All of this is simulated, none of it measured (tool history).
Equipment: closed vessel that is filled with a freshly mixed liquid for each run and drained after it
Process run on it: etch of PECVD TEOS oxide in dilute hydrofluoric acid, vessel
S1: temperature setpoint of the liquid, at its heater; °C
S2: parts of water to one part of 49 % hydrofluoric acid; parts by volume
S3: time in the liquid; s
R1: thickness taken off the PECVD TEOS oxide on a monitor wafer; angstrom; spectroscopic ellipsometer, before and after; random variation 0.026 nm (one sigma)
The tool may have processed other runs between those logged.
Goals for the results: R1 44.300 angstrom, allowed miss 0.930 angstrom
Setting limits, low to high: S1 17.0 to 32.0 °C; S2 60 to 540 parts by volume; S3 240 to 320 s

run,hour,S1,S2,S3,R1
1,0.0,24.0,300,320,70.502
2,2.6,25.5,300,320,75.138
3,6.3,25.5,210,320,117.530
4,15.8,25.5,275,320,83.669
5,23.2,23.0,300,320,67.814
6,26.0,24.0,300,320,70.695
7,35.2,22.0,315,320,62.331
8,41.2,20.5,330,320,55.081
9,47.5,19.5,340,320,50.952

Exactly one of the 4 candidate moves below puts every result within its allowed miss. Which one?
A,53.8,17.5,355,295,?
B,53.8,20.0,340,255,?
C,53.8,19.0,310,240,?
D,53.8,20.0,340,270,?

move,R1
A,41.587
B,41.607
C,42.509
D,44.055
A: the result that was furthest off in the last run now lies on the other side of its target
B: the result that was furthest off in the last run now lies on the other side of its target
C: the result that was furthest off in the last run now lies on the other side of its target
D: in spec on every target
Go with D: it meets all targets.

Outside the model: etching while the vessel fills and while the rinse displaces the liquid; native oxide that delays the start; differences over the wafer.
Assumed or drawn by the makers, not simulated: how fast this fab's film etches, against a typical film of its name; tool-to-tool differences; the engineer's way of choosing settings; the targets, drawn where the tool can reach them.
